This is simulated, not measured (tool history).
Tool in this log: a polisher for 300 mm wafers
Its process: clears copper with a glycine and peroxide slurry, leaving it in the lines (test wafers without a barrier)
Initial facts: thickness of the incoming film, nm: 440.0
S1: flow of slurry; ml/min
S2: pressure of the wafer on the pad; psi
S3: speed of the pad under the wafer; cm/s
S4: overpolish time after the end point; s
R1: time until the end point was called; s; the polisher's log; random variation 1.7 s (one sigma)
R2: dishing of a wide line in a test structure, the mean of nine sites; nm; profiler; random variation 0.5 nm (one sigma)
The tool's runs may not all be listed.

run,hour,S1,S2,S3,S4,R1,R2
1,0.0,310,1.9,92,13,112.51,33.033
2,2.3,310,1.9,92,19,112.33,45.207
3,9.0,310,1.7,92,18,120.16,39.498
4,10.7,310,1.6,92,18,123.52,38.348
5,14.5,310,1.5,92,18,131.74,37.256
6,18.4,365,1.5,92,18,132.32,38.515
7,21.4,355,1.4,92,18,134.19,36.203

For run 8, what comes out?
8,24.3,355,1.3,92,18,?,?

Run 8 came out at R1 143.35 s, R2 34.379 nm.
